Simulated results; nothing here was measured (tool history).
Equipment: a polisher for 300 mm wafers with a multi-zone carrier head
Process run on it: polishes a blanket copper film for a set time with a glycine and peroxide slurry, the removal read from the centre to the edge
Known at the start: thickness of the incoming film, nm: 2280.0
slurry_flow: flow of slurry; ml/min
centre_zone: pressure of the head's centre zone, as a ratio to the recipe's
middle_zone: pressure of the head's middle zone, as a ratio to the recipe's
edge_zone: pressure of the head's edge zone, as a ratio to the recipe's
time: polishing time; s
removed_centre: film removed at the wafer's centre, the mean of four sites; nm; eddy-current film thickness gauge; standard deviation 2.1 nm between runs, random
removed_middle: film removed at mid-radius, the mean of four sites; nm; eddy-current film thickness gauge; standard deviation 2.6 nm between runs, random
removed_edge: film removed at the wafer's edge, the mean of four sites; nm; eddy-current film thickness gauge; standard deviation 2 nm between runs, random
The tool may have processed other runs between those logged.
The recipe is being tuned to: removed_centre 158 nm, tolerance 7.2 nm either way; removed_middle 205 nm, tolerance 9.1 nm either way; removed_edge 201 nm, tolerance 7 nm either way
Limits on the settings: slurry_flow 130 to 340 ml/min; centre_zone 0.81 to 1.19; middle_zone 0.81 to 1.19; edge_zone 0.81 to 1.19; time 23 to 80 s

{"run": 1, "hour": 0.0, "slurry_flow": 220, "centre_zone": 1, "middle_zone": 1, "edge_zone": 1, "time": 51, "removed_centre": 298.59, "removed_middle": 300.02, "removed_edge": 303.54}
{"run": 2, "hour": 1.9, "slurry_flow": 210, "centre_zone": 0.96, "middle_zone": 1.01, "edge_zone": 1, "time": 47, "removed_centre": 252.63, "removed_middle": 264.82, "removed_edge": 282.57}
{"run": 3, "hour": 6.0, "slurry_flow": 210, "centre_zone": 0.96, "middle_zone": 1.07, "edge_zone": 1, "time": 47, "removed_centre": 261.74, "removed_middle": 288.12, "removed_edge": 279.05}
{"run": 4, "hour": 7.5, "slurry_flow": 210, "centre_zone": 0.96, "middle_zone": 1.07, "edge_zone": 0.92, "time": 47, "removed_centre": 265.71, "removed_middle": 288.59, "removed_edge": 267.86}
{"run": 5, "hour": 8.1, "slurry_flow": 205, "centre_zone": 0.93, "middle_zone": 1.08, "edge_zone": 0.92, "time": 44, "removed_centre": 231.41, "removed_middle": 268.87, "removed_edge": 247.98}
{"run": 6, "hour": 14.0, "slurry_flow": 200, "centre_zone": 0.91, "middle_zone": 1.07, "edge_zone": 0.91, "time": 43, "removed_centre": 226.24, "removed_middle": 265.06, "removed_edge": 242.89}
{"run": 7, "hour": 17.7, "slurry_flow": 200, "centre_zone": 0.91, "middle_zone": 1.07, "edge_zone": 0.91, "time": 43, "removed_centre": 218.78, "removed_middle": 264.34, "removed_edge": 243.31}
{"run": 8, "hour": 21.1, "slurry_flow": 195, "centre_zone": 0.9, "middle_zone": 1.05, "edge_zone": 0.9, "time": 41, "removed_centre": 210.5, "removed_middle": 239.02, "removed_edge": 230.19}
{"run": 9, "hour": 28.3, "slurry_flow": 190, "centre_zone": 0.88, "middle_zone": 1.06, "edge_zone": 0.91, "time": 40, "removed_centre": 198.74, "removed_middle": 239.35, "removed_edge": 221.19}
{"run": 10, "hour": 31.2, "slurry_flow": 185, "centre_zone": 0.87, "middle_zone": 1.05, "edge_zone": 0.93, "time": 39, "removed_centre": 190.94, "removed_middle": 232.16, "removed_edge": 218.68}
{"run": 11, "hour": 38.0, "slurry_flow": 180, "centre_zone": 0.86, "middle_zone": 1.04, "edge_zone": 0.94, "time": 38, "removed_centre": 177.75, "removed_middle": 226.36, "removed_edge": 214.06}
{"run": 12, "hour": 43.6, "slurry_flow": 175, "centre_zone": 0.85, "middle_zone": 1.03, "edge_zone": 0.93, "time": 38, "removed_centre": 176.15, "removed_middle": 216.53, "removed_edge": 212.13}
{"run": 13, "hour": 52.5, "slurry_flow": 175, "centre_zone": 0.85, "middle_zone": 1.03, "edge_zone": 0.93, "time": 38, "removed_centre": 180.14, "removed_middle": 220.22, "removed_edge": 214.25}
{"run": 14, "hour": 59.1, "slurry_flow": 170, "centre_zone": 0.84, "middle_zone": 1.03, "edge_zone": 0.93, "time": 37, "removed_centre": 171.18, "removed_middle": 212.44, "removed_edge": 206.12}
{"run": 15, "hour": 60.1, "slurry_flow": 165, "centre_zone": 0.83, "middle_zone": 1.03, "edge_zone": 0.93, "time": 37, "removed_centre": 168.14, "removed_middle": 207.33, "removed_edge": 208.23}

Of the 4 settings listed for the next run, only one would bring every result within its allowed miss of target. Which one?
{"run": "A", "hour": 61.1, "slurry_flow": 155, "centre_zone": 0.85, "middle_zone": 0.96, "edge_zone": 0.92, "time": 38, "removed_centre": "?", "removed_middle": "?", "removed_edge": "?"}
{"run": "B", "hour": 61.1, "slurry_flow": 240, "centre_zone": 0.82, "middle_zone": 1.08, "edge_zone": 1.07, "time": 32, "removed_centre": "?", "removed_middle": "?", "removed_edge": "?"}
{"run": "C", "hour": 61.1, "slurry_flow": 145, "centre_zone": 0.85, "middle_zone": 0.99, "edge_zone": 0.91, "time": 40, "removed_centre": "?", "removed_middle": "?", "removed_edge": "?"}
{"run": "D", "hour": 61.1, "slurry_flow": 140, "centre_zone": 0.84, "middle_zone": 0.96, "edge_zone": 0.87, "time": 41, "removed_centre": "?", "removed_middle": "?", "removed_edge": "?"}

move=A removed_centre=176.06 removed_middle=200.89 removed_edge=205.92
move=B removed_centre=155.59 removed_middle=201.42 removed_edge=196.7
move=C removed_centre=182.18 removed_middle=213.7 removed_edge=213.23
move=D removed_centre=182.68 removed_middle=211.64 removed_edge=212.91
A: further off than the last run
B: each result inside its tolerance
C: further off than the last run
D: further off than the last run
The move that meets every target is B.

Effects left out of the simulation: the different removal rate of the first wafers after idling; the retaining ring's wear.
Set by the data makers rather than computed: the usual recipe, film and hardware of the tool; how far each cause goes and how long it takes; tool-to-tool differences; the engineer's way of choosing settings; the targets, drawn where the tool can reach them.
